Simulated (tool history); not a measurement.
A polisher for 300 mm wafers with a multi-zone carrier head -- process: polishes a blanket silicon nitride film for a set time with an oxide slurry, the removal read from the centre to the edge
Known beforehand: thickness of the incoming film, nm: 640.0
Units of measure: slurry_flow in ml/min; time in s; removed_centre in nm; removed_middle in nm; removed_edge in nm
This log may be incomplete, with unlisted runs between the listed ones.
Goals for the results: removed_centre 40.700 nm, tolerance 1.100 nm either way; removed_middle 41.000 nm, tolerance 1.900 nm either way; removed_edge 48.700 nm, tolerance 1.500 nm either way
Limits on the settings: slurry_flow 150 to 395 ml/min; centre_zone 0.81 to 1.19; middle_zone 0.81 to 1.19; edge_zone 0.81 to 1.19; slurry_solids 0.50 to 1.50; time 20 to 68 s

run,hour,slurry_flow,centre_zone,middle_zone,edge_zone,slurry_solids,time,removed_centre,removed_middle,removed_edge
1,0.0,250,1.00,1.00,1.00,1.00,44,34.234,33.138,33.064
2,0.8,250,1.00,1.00,1.00,1.00,39,30.137,29.273,29.662
3,8.8,250,1.00,0.94,1.00,1.00,39,30.336,27.940,29.753
4,10.9,250,1.00,0.94,1.00,0.90,39,29.335,26.297,28.347
5,16.5,250,1.00,0.94,1.00,0.90,44,32.501,29.871,31.635
6,24.7,250,1.00,0.94,1.00,0.90,39,28.754,26.121,28.094
7,33.0,250,0.98,0.93,1.03,1.00,40,30.704,28.184,30.691
8,35.5,220,0.88,0.86,1.13,1.25,48,35.317,35.158,42.440
9,37.5,230,0.88,0.87,1.14,1.30,48,36.365,35.819,43.729
10,39.6,240,0.88,0.88,1.15,1.30,48,36.495,35.970,44.446
11,41.7,250,0.89,0.90,1.16,1.30,48,36.815,37.546,43.432
12,46.5,250,0.89,0.90,1.16,1.35,48,37.379,36.826,44.079
13,47.4,250,0.89,0.90,1.16,1.40,48,38.547,38.333,44.530
14,53.1,250,0.89,0.90,1.17,1.40,48,37.851,37.281,44.792

5 next moves are on the table. One of them brings every result within its allowed miss. Which?
A,58.8,290,0.95,0.82,1.19,1.30,45,?,?,?
B,58.8,290,0.87,0.88,1.12,1.20,55,?,?,?
C,58.8,245,0.85,0.81,1.19,1.10,53,?,?,?
D,58.8,260,0.84,0.94,1.19,1.15,53,?,?,?
E,58.8,330,0.95,1.05,1.04,1.10,49,?,?,?

move,removed_centre,removed_middle,removed_edge
A,37.605,32.372,41.555
B,40.769,40.647,47.651
C,36.445,34.822,45.282
D,36.924,40.312,46.223
E,38.748,40.895,39.661
A: the biggest miss grows against the last run
B: meets every target
C: the biggest miss grows against the last run
D: the biggest miss grows against the last run
E: the biggest miss grows against the last run
The right move is B.

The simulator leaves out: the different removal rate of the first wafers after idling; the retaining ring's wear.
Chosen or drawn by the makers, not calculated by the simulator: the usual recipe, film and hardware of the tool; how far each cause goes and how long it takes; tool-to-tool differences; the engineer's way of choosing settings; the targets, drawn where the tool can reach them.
